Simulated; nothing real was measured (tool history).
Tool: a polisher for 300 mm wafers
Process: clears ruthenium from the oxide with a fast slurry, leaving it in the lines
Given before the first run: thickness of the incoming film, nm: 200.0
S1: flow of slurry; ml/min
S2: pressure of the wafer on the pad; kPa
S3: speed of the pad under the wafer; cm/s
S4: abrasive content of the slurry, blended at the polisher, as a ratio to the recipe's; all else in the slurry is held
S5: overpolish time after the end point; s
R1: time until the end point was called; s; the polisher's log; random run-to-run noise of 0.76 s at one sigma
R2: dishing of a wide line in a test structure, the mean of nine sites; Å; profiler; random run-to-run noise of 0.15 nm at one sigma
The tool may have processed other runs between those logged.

run	hour	S1	S2	S3	S4	S5	R1	R2
1	0.0	150	12.4	102	1.00	13	69.608	256.470
2	0.5	120	12.4	102	1.00	13	70.968	243.650
3	1.6	115	12.4	102	1.00	12	71.158	235.010
4	3.5	115	12.4	102	1.10	12	69.745	243.210
5	4.5	110	12.4	102	1.05	11	71.649	222.150
6	7.3	110	10.3	102	1.05	11	85.045	197.180
7	9.8	135	6.9	130	1.10	5	93.401	95.204
8	15.0	140	7.6	132	1.10	5	83.602	101.780
9	17.9	145	7.6	134	1.10	5	84.058	104.270

Predict the results of run 10:
10	20.4	145	7.6	136	1.10	5	?	?

R1: 80.364 s
R2: 107.160 Å
